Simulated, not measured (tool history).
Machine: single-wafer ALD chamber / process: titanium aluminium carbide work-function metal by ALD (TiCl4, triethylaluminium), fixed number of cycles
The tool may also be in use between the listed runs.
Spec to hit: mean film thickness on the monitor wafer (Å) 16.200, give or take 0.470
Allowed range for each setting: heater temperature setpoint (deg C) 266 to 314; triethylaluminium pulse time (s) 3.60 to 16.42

run  hour  heater temperature setpoint (deg C)  triethylaluminium pulse time (s)  mean film thickness on the monitor wafer (Å)
  1   0.0                                  290                             10.01                                        19.134
  2   3.2                                  285                             10.01                                        18.792
  3  10.7                                  274                             10.01                                        17.967
  4  18.9                                  284                             10.01                                        18.680
  5  26.2                                  284                             11.92                                        18.899
  6  30.1                                  279                              9.65                                        18.299
  7  35.8                                  275                              8.00                                        17.456
  8  40.3                                  273                              7.32                                        17.257
  9  47.6                                  271                              6.60                                        16.825

Of the 5 settings listed for the next run, only one would bring every result within its allowed miss of target. Which one?
  A  54.9                                  266                              4.17                                             ?
  B  54.9                                  276                              8.81                                             ?
  C  54.9                                  278                              3.60                                             ?
  D  54.9                                  274                              7.61                                             ?
  E  54.9                                  267                              5.64                                             ?

move  mean film thickness on the monitor wafer (Å)
   A                                        14.970
   B                                        17.835
   C                                        15.209
   D                                        17.358
   E                                        16.027
A: the result that was furthest off in the last run now lies on the other side of its target
B: misses by more than the last run did
C: the result that was furthest off in the last run now lies on the other side of its target
D: misses by more than the last run did
E: every result within its allowed miss
So the answer is move E, the one that meets all the targets.
